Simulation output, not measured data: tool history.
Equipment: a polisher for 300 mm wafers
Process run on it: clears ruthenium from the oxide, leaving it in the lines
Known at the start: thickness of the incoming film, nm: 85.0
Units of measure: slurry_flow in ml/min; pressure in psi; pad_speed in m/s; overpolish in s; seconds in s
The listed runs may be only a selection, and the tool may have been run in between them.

Run 1, hour 0.0: slurry_flow 180 ml/min, pressure 2.3 psi, pad_speed 0.88 m/s, overpolish 10 s. Result: seconds 65.777 s.
Run 2, hour 7.0: slurry_flow 180 ml/min, pressure 2.1 psi, pad_speed 0.88 m/s, overpolish 10 s. Result: seconds 73.396 s.
Run 3, hour 13.5: slurry_flow 180 ml/min, pressure 2.1 psi, pad_speed 0.98 m/s, overpolish 10 s. Result: seconds 63.310 s.
Run 4, hour 14.8: slurry_flow 180 ml/min, pressure 2.1 psi, pad_speed 0.98 m/s, overpolish 10 s. Result: seconds 65.416 s.
Run 5, hour 23.4: slurry_flow 180 ml/min, pressure 1.9 psi, pad_speed 0.98 m/s, overpolish 10 s. Result: seconds 74.118 s.
Run 6, hour 30.7: slurry_flow 180 ml/min, pressure 1.8 psi, pad_speed 0.98 m/s, overpolish 10 s. Result: seconds 76.535 s.

Run 7 is up next; what results do you expect?
Run 7, hour 31.8: slurry_flow 180 ml/min, pressure 1.7 psi, pad_speed 0.98 m/s, overpolish 10 s. Result: seconds ?.

{"run 7": {"seconds": 81.242}}
